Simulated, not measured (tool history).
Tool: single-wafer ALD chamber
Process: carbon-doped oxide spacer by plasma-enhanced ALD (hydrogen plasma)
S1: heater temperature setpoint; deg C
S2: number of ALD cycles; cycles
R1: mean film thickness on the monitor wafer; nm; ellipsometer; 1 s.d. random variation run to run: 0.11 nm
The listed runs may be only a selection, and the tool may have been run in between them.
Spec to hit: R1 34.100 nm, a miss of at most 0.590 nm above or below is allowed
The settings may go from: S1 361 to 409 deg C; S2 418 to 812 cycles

{"run": 1, "hour": 0.0, "S1": 385, "S2": 615, "R1": 30.074}
{"run": 2, "hour": 3.0, "S1": 385, "S2": 575, "R1": 28.258}
{"run": 3, "hour": 9.7, "S1": 379, "S2": 575, "R1": 28.35}
{"run": 4, "hour": 15.9, "S1": 373, "S2": 575, "R1": 28.431}
{"run": 5, "hour": 19.4, "S1": 373, "S2": 645, "R1": 31.785}
{"run": 6, "hour": 25.8, "S1": 373, "S2": 562, "R1": 27.535}
{"run": 7, "hour": 31.1, "S1": 373, "S2": 579, "R1": 28.567}
{"run": 8, "hour": 36.5, "S1": 373, "S2": 594, "R1": 29.059}
{"run": 9, "hour": 40.7, "S1": 373, "S2": 607, "R1": 29.844}
{"run": 10, "hour": 44.7, "S1": 373, "S2": 618, "R1": 30.573}
{"hour": 52.2, "done": "thermocouple changed; heater temperature recalibrated"}
{"run": 11, "hour": 52.2, "S1": 373, "S2": 618, "R1": 30.434}
{"run": 12, "hour": 55.0, "S1": 373, "S2": 627, "R1": 30.786}
{"run": 13, "hour": 62.8, "S1": 373, "S2": 636, "R1": 31.293}
{"run": 14, "hour": 69.7, "S1": 373, "S2": 643, "R1": 31.603}

4 candidate next runs follow, results not yet known. Just one meets every target within its allowed miss. Identify it.
{"run": "A", "hour": 76.6, "S1": 376, "S2": 690, "R1": "?"}
{"run": "B", "hour": 76.6, "S1": 365, "S2": 657, "R1": "?"}
{"run": "C", "hour": 76.6, "S1": 372, "S2": 672, "R1": "?"}
{"run": "D", "hour": 76.6, "S1": 372, "S2": 667, "R1": "?"}

move=A R1=34.162
move=B R1=32.529
move=C R1=33.271
move=D R1=33.024
A: all results in spec
B: better than the last run, though not everything is in spec
C: better than the last run, though not everything is in spec
D: better than the last run, though not everything is in spec
Move A is the one to make.
